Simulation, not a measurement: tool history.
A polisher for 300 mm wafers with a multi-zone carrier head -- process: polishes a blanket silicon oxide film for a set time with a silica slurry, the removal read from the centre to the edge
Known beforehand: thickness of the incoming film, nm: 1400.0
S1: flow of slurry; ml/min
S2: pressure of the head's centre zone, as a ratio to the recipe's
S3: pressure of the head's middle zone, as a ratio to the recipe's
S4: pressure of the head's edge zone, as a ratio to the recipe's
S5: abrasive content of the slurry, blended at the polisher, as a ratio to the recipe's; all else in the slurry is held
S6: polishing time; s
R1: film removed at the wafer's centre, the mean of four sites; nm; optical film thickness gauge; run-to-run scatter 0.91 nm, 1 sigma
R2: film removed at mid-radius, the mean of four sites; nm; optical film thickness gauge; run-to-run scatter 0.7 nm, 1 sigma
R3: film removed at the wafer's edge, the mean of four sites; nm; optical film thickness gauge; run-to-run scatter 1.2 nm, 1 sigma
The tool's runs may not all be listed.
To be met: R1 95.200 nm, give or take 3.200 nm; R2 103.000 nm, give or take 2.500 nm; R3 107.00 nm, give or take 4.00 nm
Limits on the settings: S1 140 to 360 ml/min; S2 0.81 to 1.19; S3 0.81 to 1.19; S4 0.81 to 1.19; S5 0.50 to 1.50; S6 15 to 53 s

run 1 hour=0.0 | S1=230 S2=1.00 S3=1.00 S4=1.00 S5=1.00 S6=34 | R1=115.180 R2=114.030 R3=119.68
run 2 hour=5.2 | S1=230 S2=1.00 S3=1.00 S4=1.08 S5=1.00 S6=34 | R1=114.090 R2=114.140 R3=121.38
run 3 hour=10.5 | S1=230 S2=1.00 S3=1.00 S4=1.08 S5=1.00 S6=39 | R1=134.010 R2=132.420 R3=142.30
run 4 hour=15.5 | S1=230 S2=1.00 S3=1.05 S4=1.08 S5=1.00 S6=39 | R1=131.800 R2=136.580 R3=139.21
run 5 hour=18.9 | S1=225 S2=0.99 S3=1.04 S4=1.07 S5=0.90 S6=39 | R1=125.920 R2=130.240 R3=135.67
run 6 hour=22.2 | S1=230 S2=0.98 S3=1.04 S4=1.06 S5=0.80 S6=38 | R1=119.870 R2=125.840 R3=128.29
-- hour=27.2 slurry nozzle cleaned
run 7 hour=27.2 | S1=225 S2=0.97 S3=1.03 S4=1.05 S5=0.75 S6=37 | R1=120.700 R2=122.820 R3=127.55
run 8 hour=28.7 | S1=225 S2=0.96 S3=1.03 S4=1.06 S5=0.75 S6=36 | R1=116.130 R2=121.370 R3=123.73
run 9 hour=31.4 | S1=225 S2=0.96 S3=1.03 S4=1.06 S5=0.75 S6=36 | R1=115.770 R2=121.040 R3=124.06
run 10 hour=38.0 | S1=220 S2=0.95 S3=1.02 S4=1.07 S5=0.70 S6=35 | R1=107.800 R2=113.760 R3=114.81
run 11 hour=46.0 | S1=210 S2=0.94 S3=1.00 S4=1.08 S5=0.70 S6=35 | R1=106.240 R2=112.670 R3=119.10
run 12 hour=51.6 | S1=205 S2=0.94 S3=1.00 S4=1.08 S5=0.65 S6=35 | R1=103.080 R2=109.510 R3=116.32
run 13 hour=54.6 | S1=200 S2=0.94 S3=1.01 S4=1.08 S5=0.60 S6=35 | R1=102.200 R2=108.420 R3=113.14
run 14 hour=62.4 | S1=175 S2=0.89 S3=0.98 S4=1.02 S5=0.55 S6=35 | R1=90.895 R2=100.590 R3=105.69
run 15 hour=66.8 | S1=180 S2=0.89 S3=0.98 S4=1.02 S5=0.55 S6=35 | R1=91.822 R2=100.100 R3=105.84

Which of these 4 next moves meets every target?
run A hour=71.2 | S1=190 S2=0.92 S3=0.93 S4=0.91 S5=0.75 S6=35 | R1=? R2=? R3=?
run B hour=71.2 | S1=140 S2=0.84 S3=0.99 S4=0.98 S5=0.60 S6=37 | R1=? R2=? R3=?
run C hour=71.2 | S1=225 S2=0.89 S3=1.01 S4=1.14 S5=0.50 S6=33 | R1=? R2=? R3=?
run D hour=71.2 | S1=190 S2=0.92 S3=1.00 S4=1.04 S5=0.50 S6=36 | R1=? R2=? R3=?

move=A R1=103.400 R2=104.980 R3=108.34
move=B R1=87.590 R2=103.540 R3=106.78
move=C R1=87.741 R2=98.347 R3=104.87
move=D R1=96.077 R2=103.600 R3=107.12
A: the furthest-off result lands on target, but another misses its tolerance
B: the furthest-off result lands on target, but another misses its tolerance
C: further off than the last run
D: hits every target within its allowed miss
So the answer is move D, the one that meets all the targets.
